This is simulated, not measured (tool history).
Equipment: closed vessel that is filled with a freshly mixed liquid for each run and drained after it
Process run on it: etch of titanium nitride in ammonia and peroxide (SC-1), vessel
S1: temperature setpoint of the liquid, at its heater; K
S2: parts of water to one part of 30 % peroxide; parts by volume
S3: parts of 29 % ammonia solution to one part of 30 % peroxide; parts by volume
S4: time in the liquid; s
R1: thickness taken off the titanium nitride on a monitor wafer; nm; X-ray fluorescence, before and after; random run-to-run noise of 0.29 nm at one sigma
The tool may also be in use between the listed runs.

| run | day | S1 | S2 | S3 | S4 | R1 |
|---|---|---|---|---|---|---|
| 1 | 0.000 | 320.15 | 26.5 | 0.7 | 1210 | 38.983 |
| 2 | 0.350 | 320.65 | 26.5 | 0.7 | 1210 | 40.555 |
| 3 | 0.725 | 326.15 | 26.5 | 0.7 | 1210 | 59.072 |
| 4 | 0.888 | 326.15 | 22.0 | 0.7 | 1210 | 65.915 |
| 5 | 1.200 | 325.15 | 22.0 | 0.7 | 1210 | 61.981 |
| 6 | 1.500 | 324.15 | 22.0 | 0.7 | 1210 | 57.804 |
| 7 | 1.862 | 323.15 | 22.0 | 0.7 | 1210 | 53.901 |
| 8 | 2.233 | 322.65 | 22.0 | 0.7 | 1210 | 52.266 |

For run 9, what comes out?
| 9 | 2.438 | 322.15 | 22.0 | 0.7 | 1210 | ? |

{"run 9": {"R1": 50.296}}
